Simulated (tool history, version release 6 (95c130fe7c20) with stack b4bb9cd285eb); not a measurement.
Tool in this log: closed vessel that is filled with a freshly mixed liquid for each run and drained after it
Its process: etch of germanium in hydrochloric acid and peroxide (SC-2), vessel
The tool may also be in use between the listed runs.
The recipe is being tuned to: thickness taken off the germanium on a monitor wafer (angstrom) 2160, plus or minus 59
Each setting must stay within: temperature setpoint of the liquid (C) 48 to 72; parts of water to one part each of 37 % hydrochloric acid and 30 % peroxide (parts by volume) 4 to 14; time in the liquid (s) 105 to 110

| run | day | temperature setpoint of the liquid (C) | parts of water to one part each of 37 % hydrochloric acid and 30 % peroxide (parts by volume) | time in the liquid (s) | thickness taken off the germanium on a monitor wafer (angstrom) |
|---|---|---|---|---|---|
| 1 | 0 | 64 | 7.5 | 105 | 2605.8 |
| 2 | 0.367 | 64 | 7.5 | 105 | 2601.8 |
| 3 | 0.429 | 64 | 7.5 | 105 | 2597.3 |
| 4 | 0.688 | 64 | 7.5 | 105 | 2588.7 |
| 5 | 0.754 | 63 | 7.5 | 105 | 2528.4 |
| 6 | 0.867 | 68 | 7.5 | 105 | 2918.3 |
| 7 | 0.983 | 66.5 | 7.5 | 105 | 2790.3 |
| 8 | 1.258 | 65 | 7.5 | 105 | 2670.5 |
| 9 | 1.6 | 64 | 7.5 | 105 | 2590.1 |
| 10 | 1.792 | 63 | 7.5 | 105 | 2538.1 |
| 11 | 2.062 | 62 | 7.5 | 105 | 2466.8 |
| 12 | 2.308 | 61.5 | 7.5 | 105 | 2411 |
| 13 | 2.55 | 61 | 7.5 | 105 | 2376.1 |
| 14 | 2.862 | 60.5 | 7.5 | 105 | 2353.7 |
| 15 | 3.133 | 60 | 7.5 | 105 | 2299.4 |

Below are 5 possible settings for the next run. Only one of them brings all results inside the allowed miss of their targets. Which is it?
| A | 3.404 | 57.5 | 7.5 | 105 | ? |
| B | 3.404 | 58 | 7.5 | 110 | ? |
| C | 3.404 | 55.5 | 9.5 | 110 | ? |
| D | 3.404 | 59.5 | 8 | 105 | ? |
| E | 3.404 | 60 | 5.5 | 105 | ? |

| move | thickness taken off the germanium on a monitor wafer (angstrom) |
|---|---|
| A | 2149 |
| B | 2285.6 |
| C | 2078.1 |
| D | 2271 |
| E | 2357 |
A: hits every target within its allowed miss
B: nearer than the last run, and not there yet
C: takes the biggest miss from the last run beyond its target
D: nearer than the last run, and not there yet
E: the biggest miss grows against the last run
So the answer is move A, the one that meets all the targets.
